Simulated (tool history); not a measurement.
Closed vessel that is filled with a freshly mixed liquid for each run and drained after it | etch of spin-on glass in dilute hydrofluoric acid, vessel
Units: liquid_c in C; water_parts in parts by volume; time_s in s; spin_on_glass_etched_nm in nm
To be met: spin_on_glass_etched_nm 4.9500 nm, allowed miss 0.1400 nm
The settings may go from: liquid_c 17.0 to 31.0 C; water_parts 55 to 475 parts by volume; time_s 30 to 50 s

{"run": 1, "day": 0.0, "liquid_c": 23.0, "water_parts": 265, "time_s": 50, "spin_on_glass_etched_nm": 6.5411}
{"run": 2, "day": 0.092, "liquid_c": 23.0, "water_parts": 225, "time_s": 50, "spin_on_glass_etched_nm": 7.9587}
{"run": 3, "day": 0.171, "liquid_c": 22.0, "water_parts": 235, "time_s": 50, "spin_on_glass_etched_nm": 7.3324}
{"run": 4, "day": 0.321, "liquid_c": 22.0, "water_parts": 295, "time_s": 50, "spin_on_glass_etched_nm": 5.516}
{"run": 5, "day": 0.404, "liquid_c": 22.0, "water_parts": 295, "time_s": 50, "spin_on_glass_etched_nm": 5.5077}
{"run": 6, "day": 0.462, "liquid_c": 21.5, "water_parts": 295, "time_s": 50, "spin_on_glass_etched_nm": 5.3907}
{"run": 7, "day": 0.667, "liquid_c": 21.5, "water_parts": 295, "time_s": 50, "spin_on_glass_etched_nm": 5.4015}
{"run": 8, "day": 0.808, "liquid_c": 21.0, "water_parts": 295, "time_s": 50, "spin_on_glass_etched_nm": 5.2921}

Which of these 4 next moves meets every target?
{"run": "A", "day": 0.95, "liquid_c": 21.5, "water_parts": 220, "time_s": 30, "spin_on_glass_etched_nm": "?"}
{"run": "B", "day": 0.95, "liquid_c": 17.0, "water_parts": 275, "time_s": 50, "spin_on_glass_etched_nm": "?"}
{"run": "C", "day": 0.95, "liquid_c": 22.0, "water_parts": 340, "time_s": 50, "spin_on_glass_etched_nm": "?"}
{"run": "D", "day": 0.95, "liquid_c": 24.5, "water_parts": 325, "time_s": 50, "spin_on_glass_etched_nm": "?"}

move=A spin_on_glass_etched_nm=4.6649
move=B spin_on_glass_etched_nm=4.9852
move=C spin_on_glass_etched_nm=4.5732
move=D spin_on_glass_etched_nm=5.2876
A: takes the result that was furthest off past its target
B: meets every target
C: takes the result that was furthest off past its target
D: as far off as the last run
Answer: B
